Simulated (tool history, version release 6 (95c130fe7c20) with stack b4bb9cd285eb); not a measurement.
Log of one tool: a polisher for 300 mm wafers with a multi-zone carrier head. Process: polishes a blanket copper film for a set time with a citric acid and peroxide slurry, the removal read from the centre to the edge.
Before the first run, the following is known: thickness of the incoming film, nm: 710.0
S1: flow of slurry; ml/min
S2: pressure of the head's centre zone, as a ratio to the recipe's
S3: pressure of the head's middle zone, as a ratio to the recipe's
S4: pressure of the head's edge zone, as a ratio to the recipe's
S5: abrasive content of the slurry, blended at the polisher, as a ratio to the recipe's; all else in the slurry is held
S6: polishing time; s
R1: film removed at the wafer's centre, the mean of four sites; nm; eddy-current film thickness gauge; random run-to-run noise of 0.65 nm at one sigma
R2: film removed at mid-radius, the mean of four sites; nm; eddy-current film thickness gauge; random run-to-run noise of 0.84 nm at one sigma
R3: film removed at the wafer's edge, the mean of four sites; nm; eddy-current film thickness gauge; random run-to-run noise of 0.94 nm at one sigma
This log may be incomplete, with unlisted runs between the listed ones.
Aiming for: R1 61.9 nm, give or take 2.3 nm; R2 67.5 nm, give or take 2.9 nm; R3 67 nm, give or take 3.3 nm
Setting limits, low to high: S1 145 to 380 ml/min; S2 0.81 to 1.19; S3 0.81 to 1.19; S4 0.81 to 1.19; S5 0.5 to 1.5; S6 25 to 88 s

run  hour   S1    S2    S3    S4    S5  S6      R1      R2      R3
  1     0  245     1     1     1     1  56  92.006  91.382  89.558
  2   2.7  245     1     1  0.92     1  56  89.733  94.083  89.293
  3   9.8  240  0.98  0.98  0.92  0.85  52   78.05  79.854  77.671
  4  14.9  235  0.95  0.97  0.91  0.75  52   73.57  78.532  74.307
  5  20.4  235  0.95  0.97  0.91  0.75  62  88.605   93.23  91.359
  6  22.4  230  0.92  0.95   0.9  0.65  58  77.109  79.792  79.475
  7    26  225  0.89  0.94  0.88   0.6  57  70.258  78.038   76.56
  8  29.9  225  0.89  0.93  0.87  0.55  56  66.979  73.401  72.397
  9  38.2  220  0.89  0.92  0.85  0.55  56  68.404  73.221  71.938
 10  38.9  215  0.88  0.91  0.84  0.55  55   64.11  72.311  68.429
 11  42.3  215  0.88  0.91  0.84  0.55  55  64.412  72.937  69.783
 12  44.9  215  0.88  0.89  0.84  0.55  55  65.136  72.229  68.718
 13  46.4  210  0.87  0.88  0.85  0.55  55  65.596  68.924  68.983

Exercise: of the 5 proposed moves below, exactly one satisfies all targets within the stated allowed misses. Which move is it?
  A  47.9  145  0.82  0.81  0.99   0.5  61   ?   ?   ?
  B  47.9  235  0.87   0.9  0.84   0.5  60   ?   ?   ?
  C  47.9  245  0.82  0.83     1   0.6  53   ?   ?   ?
  D  47.9  195  0.89  0.83  0.92  0.55  56   ?   ?   ?
  E  47.9  215  0.87   0.9  0.85   0.5  54   ?   ?   ?

move      R1      R2      R3
   A  61.016  68.087  78.808
   B  69.089  75.887  75.682
   C  61.111  68.382  76.975
   D   66.14  68.345  74.528
   E  61.421  67.547  67.912
A: puts the biggest miss on target and leaves a different result outside tolerance
B: the biggest miss grows against the last run
C: puts the biggest miss on target and leaves a different result outside tolerance
D: the biggest miss grows against the last run
E: every result within its allowed miss
Correct choice: E, which meets every target

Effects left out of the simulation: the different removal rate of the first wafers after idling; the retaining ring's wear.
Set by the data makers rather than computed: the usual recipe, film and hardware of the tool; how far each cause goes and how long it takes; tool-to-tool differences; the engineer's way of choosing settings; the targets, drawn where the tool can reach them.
